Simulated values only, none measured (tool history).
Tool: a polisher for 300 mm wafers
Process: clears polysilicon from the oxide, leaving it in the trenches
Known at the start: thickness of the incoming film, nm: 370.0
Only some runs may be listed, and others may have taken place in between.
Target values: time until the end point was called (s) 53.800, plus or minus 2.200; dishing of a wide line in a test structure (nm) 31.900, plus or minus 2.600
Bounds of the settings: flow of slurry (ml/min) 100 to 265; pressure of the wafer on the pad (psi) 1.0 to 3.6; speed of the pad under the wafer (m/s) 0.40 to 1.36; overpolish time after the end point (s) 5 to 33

run   hour  flow of slurry (ml/min)  pressure of the wafer on the pad (psi)  speed of the pad under the wafer (m/s)  overpolish time after the end point (s)  time until the end point was called (s)  dishing of a wide line in a test structure (nm)
  1    0.0                      170                                     2.3                                    0.88                                       17                                   28.316                                           40.330
  2    7.6                      170                                     2.1                                    0.88                                       15                                   30.697                                           39.429
  3   11.2                      170                                     2.1                                    0.88                                       20                                   30.761                                           37.908
  4   13.1                      170                                     2.1                                    0.80                                       20                                   32.831                                           38.765
  5   21.6                      165                                     1.9                                    0.80                                       22                                   35.446                                           38.898
  6   27.5                      180                                     1.8                                    0.78                                       24                                   37.692                                           39.287
  7   30.1                      170                                     1.7                                    0.78                                       25                                   40.391                                           37.910
  8   36.2                      120                                     1.1                                    0.84                                       33                                   56.979                                           39.167
  9   43.2                      130                                     1.1                                    0.82                                       29                                   56.960                                           39.761
 10   49.0                      150                                     1.1                                    0.80                                       30                                   57.540                                           39.211
 11   55.5                      200                                     1.1                                    0.78                                       22                                   54.595                                           38.877
 12   62.3                      210                                     1.1                                    0.76                                       24                                   54.906                                           39.769
 13   70.1                      195                                     1.2                                    0.74                                       21                                   52.753                                           38.933
 14   78.4                      190                                     1.3                                    0.70                                       19                                   51.604                                           36.696
 15   86.8                      185                                     1.3                                    0.68                                       17                                   53.437                                           36.526
 16   92.5                      180                                     1.3                                    0.66                                       15                                   55.089                                           36.233
 17   99.7                      175                                     1.4                                    0.64                                       13                                   53.266                                           34.868
 18  103.3                      175                                     1.4                                    0.64                                       13                                   53.269                                           34.673

Exercise: of the 5 proposed moves below, exactly one satisfies all targets within the stated allowed misses. Which move is it?
  A  106.9                      205                                     1.0                                    0.90                                       18                                        ?                                                ?
  B  106.9                      110                                     1.3                                    0.78                                       11                                        ?                                                ?
  C  106.9                      185                                     1.1                                    0.82                                       16                                        ?                                                ?
  D  106.9                      205                                     1.3                                    0.60                                       11                                        ?                                                ?
  E  106.9                      120                                     1.5                                    0.68                                       27                                        ?                                                ?

move  time until the end point was called (s)  dishing of a wide line in a test structure (nm)
   A                                   52.191                                           38.113
   B                                   54.293                                           33.336
   C                                   53.114                                           37.220
   D                                   58.070                                           32.512
   E                                   52.514                                           39.586
A: moves away from the targets compared with the last run
B: every result within its allowed miss
C: moves away from the targets compared with the last run
D: corrects the largest miss of the last run, while another result sits out of spec
E: moves away from the targets compared with the last run
Move B is the one to make.
